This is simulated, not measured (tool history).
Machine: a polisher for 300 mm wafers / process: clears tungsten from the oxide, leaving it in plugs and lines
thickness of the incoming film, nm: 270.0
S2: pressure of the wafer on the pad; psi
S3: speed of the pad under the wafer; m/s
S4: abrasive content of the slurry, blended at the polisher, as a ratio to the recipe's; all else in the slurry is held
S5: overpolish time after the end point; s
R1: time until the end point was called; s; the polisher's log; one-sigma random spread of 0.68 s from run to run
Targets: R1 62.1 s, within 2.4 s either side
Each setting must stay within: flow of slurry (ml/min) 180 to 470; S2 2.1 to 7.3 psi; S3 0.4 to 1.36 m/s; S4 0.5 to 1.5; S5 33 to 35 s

run 1 hour=0 | flow_of_slurry_(ml/min)=300 S2=4.7 S3=0.88 S4=1 S5=33 | R1=55.698
run 2 hour=3.6 | flow_of_slurry_(ml/min)=300 S2=4.6 S3=0.88 S4=1 S5=33 | R1=57.81
run 3 hour=5.6 | flow_of_slurry_(ml/min)=300 S2=4.6 S3=0.88 S4=1 S5=35 | R1=56.356
run 4 hour=7.5 | flow_of_slurry_(ml/min)=300 S2=4.6 S3=0.88 S4=1.2 S5=35 | R1=53.126
run 5 hour=14.8 | flow_of_slurry_(ml/min)=275 S2=4.6 S3=0.88 S4=1.2 S5=35 | R1=54.191
-- hour=16.1 slurry tank refilled with fresh slurry and peroxide
run 6 hour=16.1 | flow_of_slurry_(ml/min)=275 S2=4.6 S3=0.88 S4=1.35 S5=35 | R1=47.526
run 7 hour=25 | flow_of_slurry_(ml/min)=275 S2=4.2 S3=0.88 S4=1.35 S5=35 | R1=51.207
run 8 hour=27 | flow_of_slurry_(ml/min)=275 S2=3.9 S3=0.88 S4=1.35 S5=35 | R1=54.657

Exactly one of the 5 candidate moves below puts every result within its allowed miss. Which one?
run A hour=29 | flow_of_slurry_(ml/min)=250 S2=3.6 S3=0.78 S4=1.15 S5=35 | R1=?
run B hour=29 | flow_of_slurry_(ml/min)=285 S2=4.3 S3=0.92 S4=1.4 S5=33 | R1=?
run C hour=29 | flow_of_slurry_(ml/min)=190 S2=3.8 S3=0.82 S4=1.35 S5=35 | R1=?
run D hour=29 | flow_of_slurry_(ml/min)=280 S2=3.9 S3=0.84 S4=1.45 S5=33 | R1=?
run E hour=29 | flow_of_slurry_(ml/min)=335 S2=4.8 S3=0.8 S4=1.45 S5=33 | R1=?

move=A R1=69.194
move=B R1=47.414
move=C R1=61.928
move=D R1=55.696
move=E R1=48.302
A: moves the result that the last run missed by most past its target, out the other side
B: misses by more than the last run did
C: each result inside its tolerance
D: gains on the last run, yet a result remains outside its allowed miss
E: misses by more than the last run did
C meets every target.
